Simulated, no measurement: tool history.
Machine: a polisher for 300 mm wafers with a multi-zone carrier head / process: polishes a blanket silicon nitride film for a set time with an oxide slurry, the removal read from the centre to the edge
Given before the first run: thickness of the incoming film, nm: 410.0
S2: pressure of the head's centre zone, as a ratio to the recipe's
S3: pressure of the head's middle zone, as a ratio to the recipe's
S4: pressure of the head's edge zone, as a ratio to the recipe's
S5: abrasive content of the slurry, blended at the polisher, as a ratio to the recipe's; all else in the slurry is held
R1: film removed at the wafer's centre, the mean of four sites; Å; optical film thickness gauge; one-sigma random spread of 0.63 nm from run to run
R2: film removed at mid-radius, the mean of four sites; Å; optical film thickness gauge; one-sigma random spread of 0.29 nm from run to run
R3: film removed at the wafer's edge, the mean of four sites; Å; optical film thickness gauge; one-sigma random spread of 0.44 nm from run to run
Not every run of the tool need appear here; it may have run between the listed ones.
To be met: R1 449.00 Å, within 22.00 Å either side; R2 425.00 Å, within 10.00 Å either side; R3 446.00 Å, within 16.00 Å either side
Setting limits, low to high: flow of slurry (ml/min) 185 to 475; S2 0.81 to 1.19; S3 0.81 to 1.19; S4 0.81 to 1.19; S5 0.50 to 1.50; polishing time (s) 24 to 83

Run 1, hour 0.0: flow of slurry (ml/min) 305, S2 1.00, S3 1.00, S4 1.00, S5 1.00, polishing time (s) 53. Result: R1 300.42 Å, R2 291.13 Å, R3 286.45 Å.
Run 2, hour 2.0: flow of slurry (ml/min) 305, S2 1.01, S3 1.00, S4 1.03, S5 1.10, polishing time (s) 54. Result: R1 318.85 Å, R2 308.87 Å, R3 306.70 Å.
Run 3, hour 8.0: flow of slurry (ml/min) 305, S2 1.02, S3 1.00, S4 1.05, S5 1.20, polishing time (s) 56. Result: R1 358.02 Å, R2 334.42 Å, R3 339.65 Å.
Run 4, hour 16.2: flow of slurry (ml/min) 305, S2 1.02, S3 1.00, S4 0.98, S5 1.20, polishing time (s) 56. Result: R1 341.51 Å, R2 332.55 Å, R3 327.15 Å.
Run 5, hour 22.6: flow of slurry (ml/min) 305, S2 1.02, S3 1.00, S4 1.01, S5 1.25, polishing time (s) 57. Result: R1 361.52 Å, R2 342.83 Å, R3 344.68 Å.
Run 6, hour 27.0: flow of slurry (ml/min) 305, S2 1.02, S3 0.94, S4 1.01, S5 1.25, polishing time (s) 57. Result: R1 357.99 Å, R2 327.14 Å, R3 347.38 Å.
Run 7, hour 33.8: flow of slurry (ml/min) 305, S2 1.02, S3 0.96, S4 1.04, S5 1.30, polishing time (s) 58. Result: R1 379.73 Å, R2 345.23 Å, R3 366.97 Å.
Run 8, hour 36.2: flow of slurry (ml/min) 310, S2 1.01, S3 0.98, S4 1.06, S5 1.35, polishing time (s) 59. Result: R1 386.11 Å, R2 364.98 Å, R3 383.46 Å.
Run 9, hour 37.3: flow of slurry (ml/min) 310, S2 1.01, S3 0.99, S4 1.08, S5 1.40, polishing time (s) 59. Result: R1 387.13 Å, R2 372.27 Å, R3 388.08 Å.
Run 10, hour 44.5: flow of slurry (ml/min) 310, S2 1.02, S3 1.00, S4 1.09, S5 1.40, polishing time (s) 60. Result: R1 402.31 Å, R2 382.41 Å, R3 396.87 Å.
At hour 50.3: slurry nozzle cleaned.
Run 11, hour 50.3: flow of slurry (ml/min) 315, S2 1.02, S3 1.00, S4 1.10, S5 1.40, polishing time (s) 61. Result: R1 417.55 Å, R2 406.80 Å, R3 412.62 Å.
Run 12, hour 54.4: flow of slurry (ml/min) 325, S2 1.02, S3 0.99, S4 1.11, S5 1.40, polishing time (s) 61. Result: R1 419.47 Å, R2 398.79 Å, R3 419.50 Å.
Run 13, hour 59.5: flow of slurry (ml/min) 340, S2 1.02, S3 0.99, S4 1.12, S5 1.40, polishing time (s) 61. Result: R1 429.35 Å, R2 399.24 Å, R3 425.56 Å.
Run 14, hour 65.6: flow of slurry (ml/min) 350, S2 1.02, S3 1.00, S4 1.13, S5 1.40, polishing time (s) 61. Result: R1 428.74 Å, R2 408.91 Å, R3 424.80 Å.
Run 15, hour 72.0: flow of slurry (ml/min) 360, S2 1.02, S3 1.00, S4 1.14, S5 1.40, polishing time (s) 61. Result: R1 442.24 Å, R2 411.62 Å, R3 426.66 Å.

Which of these 5 next moves meets every target?
Run A, hour 78.4: flow of slurry (ml/min) 475, S2 1.11, S3 0.99, S4 1.13, S5 1.25, polishing time (s) 59. Result: R1 ?, R2 ?, R3 ?.
Run B, hour 78.4: flow of slurry (ml/min) 310, S2 0.99, S3 0.99, S4 1.11, S5 1.50, polishing time (s) 63. Result: R1 ?, R2 ?, R3 ?.
Run C, hour 78.4: flow of slurry (ml/min) 330, S2 0.96, S3 0.94, S4 1.13, S5 1.40, polishing time (s) 64. Result: R1 ?, R2 ?, R3 ?.
Run D, hour 78.4: flow of slurry (ml/min) 315, S2 1.00, S3 0.91, S4 1.19, S5 1.50, polishing time (s) 64. Result: R1 ?, R2 ?, R3 ?.
Run E, hour 78.4: flow of slurry (ml/min) 370, S2 1.05, S3 1.02, S4 1.15, S5 1.40, polishing time (s) 59. Result: R1 ?, R2 ?, R3 ?.

move      R1      R2      R3
   A  420.65  380.34  402.92
   B  429.67  422.35  446.64
   C  418.97  402.55  448.31
   D  440.04  400.41  471.42
   E  415.58  401.39  419.85
A: its largest miss is bigger than the last run's
B: every result within its allowed miss
C: its largest miss is bigger than the last run's
D: its largest miss is bigger than the last run's
E: its largest miss is bigger than the last run's
B is the move that brings every result within its allowed miss.
